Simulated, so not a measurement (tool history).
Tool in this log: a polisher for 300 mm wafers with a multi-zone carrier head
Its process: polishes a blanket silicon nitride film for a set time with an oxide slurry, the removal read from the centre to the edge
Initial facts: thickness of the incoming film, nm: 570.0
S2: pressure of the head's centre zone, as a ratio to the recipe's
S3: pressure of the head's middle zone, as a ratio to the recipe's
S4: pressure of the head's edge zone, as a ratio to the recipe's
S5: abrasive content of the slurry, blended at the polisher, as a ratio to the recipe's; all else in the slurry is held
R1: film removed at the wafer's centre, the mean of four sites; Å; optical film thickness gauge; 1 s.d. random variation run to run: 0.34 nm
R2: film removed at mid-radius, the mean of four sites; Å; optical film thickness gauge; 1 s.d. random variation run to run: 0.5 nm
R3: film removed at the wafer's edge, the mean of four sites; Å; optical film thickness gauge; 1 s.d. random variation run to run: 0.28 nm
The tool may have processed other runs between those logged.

{"run": 1, "hour": 0.0, "flow of slurry (ml/min)": 210, "S2": 1, "S3": 1, "S4": 1, "S5": 1, "polishing time (s)": 68, "R1": 426.88, "R2": 447.71, "R3": 439.77}
{"run": 2, "hour": 9.0, "flow of slurry (ml/min)": 200, "S2": 0.96, "S3": 0.99, "S4": 0.97, "S5": 0.95, "polishing time (s)": 68, "R1": 409.84, "R2": 429.82, "R3": 415.05}
{"run": 3, "hour": 11.5, "flow of slurry (ml/min)": 195, "S2": 0.93, "S3": 1, "S4": 0.98, "S5": 0.9, "polishing time (s)": 68, "R1": 374.67, "R2": 413.95, "R3": 409.06}
{"run": 4, "hour": 15.5, "flow of slurry (ml/min)": 190, "S2": 0.91, "S3": 1, "S4": 0.97, "S5": 0.9, "polishing time (s)": 68, "R1": 366.56, "R2": 407.37, "R3": 397.11}
{"run": 5, "hour": 19.7, "flow of slurry (ml/min)": 180, "S2": 0.89, "S3": 1.01, "S4": 0.97, "S5": 0.9, "polishing time (s)": 68, "R1": 365.17, "R2": 413.31, "R3": 400.47}
{"run": 6, "hour": 24.8, "flow of slurry (ml/min)": 180, "S2": 0.89, "S3": 1.01, "S4": 1.06, "S5": 0.9, "polishing time (s)": 68, "R1": 359.32, "R2": 410.16, "R3": 413.99}
{"run": 7, "hour": 32.5, "flow of slurry (ml/min)": 175, "S2": 0.88, "S3": 1.01, "S4": 1.04, "S5": 0.9, "polishing time (s)": 68, "R1": 350.74, "R2": 409.18, "R3": 413.62}

Predict the results of run 8:
{"run": 8, "hour": 37.7, "flow of slurry (ml/min)": 170, "S2": 0.88, "S3": 1.03, "S4": 0.94, "S5": 0.75, "polishing time (s)": 68, "R1": "?", "R2": "?", "R3": "?"}

{"run 8": {"R1": 318.03, "R2": 379.47, "R3": 352.58}}
